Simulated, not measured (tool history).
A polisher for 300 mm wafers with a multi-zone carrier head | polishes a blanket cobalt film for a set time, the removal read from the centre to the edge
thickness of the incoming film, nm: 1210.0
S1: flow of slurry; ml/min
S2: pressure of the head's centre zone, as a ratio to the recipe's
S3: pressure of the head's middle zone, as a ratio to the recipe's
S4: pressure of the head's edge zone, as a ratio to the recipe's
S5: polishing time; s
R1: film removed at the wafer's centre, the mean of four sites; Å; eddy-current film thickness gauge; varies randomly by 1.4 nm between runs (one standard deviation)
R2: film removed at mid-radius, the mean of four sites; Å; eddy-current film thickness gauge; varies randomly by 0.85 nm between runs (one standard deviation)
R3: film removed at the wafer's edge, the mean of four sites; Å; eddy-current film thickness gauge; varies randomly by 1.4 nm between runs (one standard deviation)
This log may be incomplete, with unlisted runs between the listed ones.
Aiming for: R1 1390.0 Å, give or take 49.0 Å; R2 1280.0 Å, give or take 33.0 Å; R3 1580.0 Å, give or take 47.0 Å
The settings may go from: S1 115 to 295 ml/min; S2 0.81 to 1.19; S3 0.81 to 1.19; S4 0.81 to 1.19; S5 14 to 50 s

{"run": 1, "hour": 0.0, "S1": 190, "S2": 1.0, "S3": 1.0, "S4": 1.0, "S5": 32, "R1": 2135.8, "R2": 1972.9, "R3": 1969.8}
{"run": 2, "hour": 2.3, "S1": 175, "S2": 1.0, "S3": 1.0, "S4": 1.0, "S5": 32, "R1": 2140.7, "R2": 1943.0, "R3": 1966.1}
{"run": 3, "hour": 7.6, "S1": 175, "S2": 1.0, "S3": 0.95, "S4": 1.0, "S5": 32, "R1": 2104.8, "R2": 1863.0, "R3": 1937.9}
{"run": 4, "hour": 9.6, "S1": 165, "S2": 0.97, "S3": 0.92, "S4": 1.02, "S5": 31, "R1": 1971.3, "R2": 1738.3, "R3": 1926.6}
{"run": 5, "hour": 14.9, "S1": 160, "S2": 0.94, "S3": 0.9, "S4": 1.01, "S5": 30, "R1": 1867.6, "R2": 1657.5, "R3": 1815.8}
{"hour": 23.7, "done": "centre zone pressure recalibrated"}
{"run": 6, "hour": 23.7, "S1": 155, "S2": 0.92, "S3": 0.88, "S4": 1.03, "S5": 29, "R1": 1644.9, "R2": 1558.9, "R3": 1766.9}
{"run": 7, "hour": 25.0, "S1": 150, "S2": 0.92, "S3": 0.87, "S4": 1.03, "S5": 28, "R1": 1539.8, "R2": 1480.9, "R3": 1710.4}
{"run": 8, "hour": 31.5, "S1": 120, "S2": 0.94, "S3": 0.81, "S4": 1.02, "S5": 26, "R1": 1440.5, "R2": 1230.5, "R3": 1556.0}
{"run": 9, "hour": 35.2, "S1": 120, "S2": 0.93, "S3": 0.81, "S4": 1.02, "S5": 26, "R1": 1416.9, "R2": 1235.9, "R3": 1539.0}

Exercise: of the 5 proposed moves below, exactly one satisfies all targets within the stated allowed misses. Which move is it?
{"run": "A", "hour": 38.9, "S1": 115, "S2": 1.0, "S3": 0.81, "S4": 1.17, "S5": 25, "R1": "?", "R2": "?", "R3": "?"}
{"run": "B", "hour": 38.9, "S1": 135, "S2": 0.93, "S3": 0.89, "S4": 0.94, "S5": 25, "R1": "?", "R2": "?", "R3": "?"}
{"run": "C", "hour": 38.9, "S1": 115, "S2": 0.9, "S3": 0.82, "S4": 1.03, "S5": 27, "R1": "?", "R2": "?", "R3": "?"}
{"run": "D", "hour": 38.9, "S1": 115, "S2": 0.99, "S3": 0.86, "S4": 0.99, "S5": 26, "R1": "?", "R2": "?", "R3": "?"}
{"run": "E", "hour": 38.9, "S1": 125, "S2": 0.98, "S3": 0.84, "S4": 1.03, "S5": 25, "R1": "?", "R2": "?", "R3": "?"}

move=A R1=1396.2 R2=1170.5 R3=1570.3
move=B R1=1379.5 R2=1307.5 R3=1440.5
move=C R1=1403.0 R2=1277.6 R3=1590.0
move=D R1=1442.5 R2=1278.9 R3=1501.1
move=E R1=1405.0 R2=1227.5 R3=1489.9
A: further off than the last run
B: brings the last run's worst result on target, with another outside its allowed miss
C: every result lands within tolerance
D: brings the last run's worst result on target, with another outside its allowed miss
E: further off than the last run
C meets every target.
